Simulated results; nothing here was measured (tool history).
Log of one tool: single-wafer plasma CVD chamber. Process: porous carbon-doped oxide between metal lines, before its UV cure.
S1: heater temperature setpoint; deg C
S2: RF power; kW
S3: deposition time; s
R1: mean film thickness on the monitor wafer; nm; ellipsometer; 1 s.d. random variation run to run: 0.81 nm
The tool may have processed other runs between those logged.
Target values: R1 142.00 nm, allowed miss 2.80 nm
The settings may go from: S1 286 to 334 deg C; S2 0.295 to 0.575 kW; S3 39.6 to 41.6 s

run 1 day=0.000 | S1=310 S2=0.435 S3=41.6 | R1=186.36
run 2 day=0.092 | S1=314 S2=0.415 S3=41.5 | R1=175.40
run 3 day=0.304 | S1=317 S2=0.400 S3=41.4 | R1=165.89
run 4 day=0.379 | S1=317 S2=0.440 S3=41.4 | R1=182.25
run 5 day=0.567 | S1=317 S2=0.440 S3=41.6 | R1=181.39
run 6 day=0.938 | S1=317 S2=0.470 S3=41.6 | R1=193.92
run 7 day=1.250 | S1=319 S2=0.450 S3=41.5 | R1=185.72
run 8 day=1.338 | S1=321 S2=0.430 S3=41.4 | R1=175.08
run 9 day=1.542 | S1=333 S2=0.360 S3=40.9 | R1=136.65
run 10 day=1.612 | S1=332 S2=0.360 S3=40.9 | R1=137.60

Consider the 4 candidate settings below. Which is the only one whose results all fall within their allowed miss of target?
run A day=1.683 | S1=328 S2=0.345 S3=41.6 | R1=?
run B day=1.683 | S1=326 S2=0.345 S3=39.9 | R1=?
run C day=1.683 | S1=332 S2=0.370 S3=41.4 | R1=?
run D day=1.683 | S1=334 S2=0.345 S3=40.9 | R1=?

move=A R1=134.63
move=B R1=130.43
move=C R1=141.71
move=D R1=128.99
A: further off than the last run
B: further off than the last run
C: all results land within tolerance of their targets
D: further off than the last run
The right move is C.
